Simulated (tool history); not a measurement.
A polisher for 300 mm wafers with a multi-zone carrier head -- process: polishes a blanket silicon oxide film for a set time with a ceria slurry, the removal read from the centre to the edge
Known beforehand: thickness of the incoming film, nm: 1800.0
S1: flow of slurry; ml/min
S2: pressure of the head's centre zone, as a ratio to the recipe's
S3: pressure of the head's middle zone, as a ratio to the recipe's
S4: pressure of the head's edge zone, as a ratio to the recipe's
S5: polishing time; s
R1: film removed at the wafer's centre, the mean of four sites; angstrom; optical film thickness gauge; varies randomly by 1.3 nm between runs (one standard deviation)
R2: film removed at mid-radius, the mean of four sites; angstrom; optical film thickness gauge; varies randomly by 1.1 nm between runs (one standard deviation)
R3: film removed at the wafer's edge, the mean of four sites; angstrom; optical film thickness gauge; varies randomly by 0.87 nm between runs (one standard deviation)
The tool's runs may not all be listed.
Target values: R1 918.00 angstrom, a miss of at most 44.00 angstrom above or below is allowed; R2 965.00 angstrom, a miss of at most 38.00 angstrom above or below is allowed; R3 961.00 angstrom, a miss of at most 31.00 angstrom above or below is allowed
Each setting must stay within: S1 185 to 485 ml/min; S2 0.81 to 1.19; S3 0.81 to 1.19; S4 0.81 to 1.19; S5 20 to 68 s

run  hour   S1    S2    S3    S4  S5       R1       R2       R3
  1   0.0  310  1.00  1.00  1.00  44  1803.00  1821.60  1782.10
  2   7.9  370  1.00  1.00  1.00  44  1847.50  1824.70  1765.20
  3  16.7  365  0.98  0.98  0.98  39  1565.70  1565.80  1569.60
  4  23.6  365  0.97  0.98  0.96  35  1424.30  1417.10  1408.10
  5  32.3  320  0.97  0.98  0.96  35  1411.90  1387.10  1363.40
  6  37.5  315  0.94  0.97  0.94  33  1330.20  1315.30  1292.60
  7  40.4  290  0.84  0.94  0.92  21   754.34   828.87   814.87
  8  41.7  380  0.93  1.00  1.02  21   821.91   885.57   869.60
  9  43.8  385  0.93  1.00  1.02  22   886.94   898.06   890.32

Which one of the following 4 next-run settings gets every result inside its allowed miss? There is exactly one.
  A  45.9  360  0.97  0.89  1.08  23   ?   ?   ?
  B  45.9  330  0.88  0.81  1.19  23   ?   ?   ?
  C  45.9  385  1.16  0.97  0.99  22   ?   ?   ?
  D  45.9  415  0.92  0.98  1.03  23   ?   ?   ?

move       R1      R2       R3
   A   944.59  870.39   965.84
   B   868.84  799.41  1010.10
   C  1047.10  898.96   888.07
   D   919.02  954.30   950.55
A: corrects the largest miss of the last run, while another result sits out of spec
B: takes the result that was furthest off past its target
C: moves away from the targets compared with the last run
D: every result within its allowed miss
Answer: D
